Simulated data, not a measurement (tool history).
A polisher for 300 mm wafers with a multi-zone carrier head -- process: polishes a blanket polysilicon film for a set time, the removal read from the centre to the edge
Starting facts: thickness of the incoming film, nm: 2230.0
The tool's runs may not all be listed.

| run | hour | flow of slurry (ml/min) | pressure of the head's centre zone | pressure of the head's middle zone | pressure of the head's edge zone | polishing time (s) | film removed at the wafer's centre (angstrom) | film removed at mid-radius (angstrom) | film removed at the wafer's edge (angstrom) |
|---|---|---|---|---|---|---|---|---|---|
| 1 | 0 | 135 | 1 | 1 | 1 | 73 | 3600.9 | 3655.9 | 3590.3 |
| 2 | 7.4 | 130 | 0.97 | 0.99 | 0.97 | 69 | 3345.2 | 3437.7 | 3358.1 |
| 3 | 12.7 | 125 | 0.94 | 0.98 | 0.96 | 66 | 3045.1 | 3238.9 | 3165.7 |
| 4 | 18.8 | 125 | 0.86 | 0.98 | 0.96 | 66 | 2800.8 | 3321.6 | 3099.5 |
| 5 | 21 | 125 | 0.86 | 0.98 | 0.96 | 80 | 3424 | 4005.8 | 3830.9 |
| 6 | 24.5 | 125 | 0.94 | 0.98 | 0.96 | 80 | 3761 | 3932.4 | 3769.2 |

For run 7, what comes out?
| 7 | 25.6 | 120 | 0.91 | 0.96 | 0.95 | 75 | ? | ? | ? |

For run 7 the tool returned film removed at the wafer's centre (angstrom) 3293.8, film removed at mid-radius (angstrom) 3598, film removed at the wafer's edge (angstrom) 3483.9.

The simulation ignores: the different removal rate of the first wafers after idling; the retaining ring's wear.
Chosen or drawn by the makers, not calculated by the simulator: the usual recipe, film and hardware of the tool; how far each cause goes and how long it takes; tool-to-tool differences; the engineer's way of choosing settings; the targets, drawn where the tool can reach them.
